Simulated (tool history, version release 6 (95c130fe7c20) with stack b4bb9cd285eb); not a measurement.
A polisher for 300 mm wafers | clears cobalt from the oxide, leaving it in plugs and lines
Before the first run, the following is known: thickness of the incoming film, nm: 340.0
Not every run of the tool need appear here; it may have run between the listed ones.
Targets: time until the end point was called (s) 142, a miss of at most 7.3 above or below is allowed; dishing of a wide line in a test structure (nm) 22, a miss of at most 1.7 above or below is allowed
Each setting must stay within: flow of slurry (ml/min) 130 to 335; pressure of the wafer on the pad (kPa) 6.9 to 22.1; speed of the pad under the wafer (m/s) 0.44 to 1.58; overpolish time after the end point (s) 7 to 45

run	hour	flow of slurry (ml/min)	pressure of the wafer on the pad (kPa)	speed of the pad under the wafer (m/s)	overpolish time after the end point (s)	time until the end point was called (s)	dishing of a wide line in a test structure (nm)
1	0	215	14.5	1	23	81.019	43.593
2	1.7	195	14.5	1	23	82.443	42.965
3	7.1	195	11	1	23	106.12	37.021
4	15.1	180	10.3	1	19	113.76	34.413
# hour 18.8: head pressure recalibrated
5	18.8	180	10.3	1	15	106.5	30.355
6	19.9	180	10.3	1	25	102.19	38.535
7	23.2	170	9.7	1	21	113.79	36.809
8	31.7	185	9	0.98	19	121.11	32.843
9	36	210	8.3	0.98	16	131.57	27.998
10	44.3	215	8.3	0.98	14	129.67	25.979
11	46.2	220	8.3	0.98	13	129.5	24.035
12	48.2	225	8.3	0.98	13	130.33	23.793

Which single option among these 5 for the next run brings every result within its allowed miss of target? Just one does.
A	50.2	205	7.6	0.96	16	?	?
B	50.2	260	7.6	0.82	19	?	?
C	50.2	230	9	0.96	13	?	?
D	50.2	165	9.7	0.76	12	?	?
E	50.2	255	7.6	0.82	17	?	?

move	time until the end point was called (s)	dishing of a wide line in a test structure (nm)
A	141.17	26.225
B	155.81	27.577
C	119.34	25.489
D	137.19	21.789
E	156.07	25.55
A: puts the biggest miss on target and leaves a different result outside tolerance
B: pushes the last run's worst result past its target
C: moves away from the targets compared with the last run
D: hits every target within its allowed miss
E: pushes the last run's worst result past its target
Move D is the one to make.
